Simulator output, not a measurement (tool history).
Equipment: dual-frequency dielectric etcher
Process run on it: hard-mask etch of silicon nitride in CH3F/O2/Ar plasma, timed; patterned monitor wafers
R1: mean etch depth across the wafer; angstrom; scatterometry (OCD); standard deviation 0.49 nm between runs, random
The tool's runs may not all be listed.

{"run": 1, "hour": 0.0, "source power (kW)": 0.49, "bias power (kW)": 0.073, "etch time (s)": 156.5, "R1": 1246.3}
{"run": 2, "hour": 6.0, "source power (kW)": 0.53, "bias power (kW)": 0.073, "etch time (s)": 156.5, "R1": 1293.8}
{"run": 3, "hour": 12.9, "source power (kW)": 0.51, "bias power (kW)": 0.072, "etch time (s)": 156.5, "R1": 1250.6}
{"run": 4, "hour": 17.7, "source power (kW)": 0.49, "bias power (kW)": 0.072, "etch time (s)": 156.5, "R1": 1248.3}
{"run": 5, "hour": 20.2, "source power (kW)": 0.49, "bias power (kW)": 0.072, "etch time (s)": 156.5, "R1": 1241.3}
{"run": 6, "hour": 20.8, "source power (kW)": 0.47, "bias power (kW)": 0.072, "etch time (s)": 156.5, "R1": 1217.4}
{"run": 7, "hour": 25.3, "source power (kW)": 0.46, "bias power (kW)": 0.072, "etch time (s)": 156.5, "R1": 1204.5}

Run 8 comes next. What will it give?
{"run": 8, "hour": 33.0, "source power (kW)": 0.45, "bias power (kW)": 0.072, "etch time (s)": 156.5, "R1": "?"}

Run 8 gave R1 1199.1 angstrom.
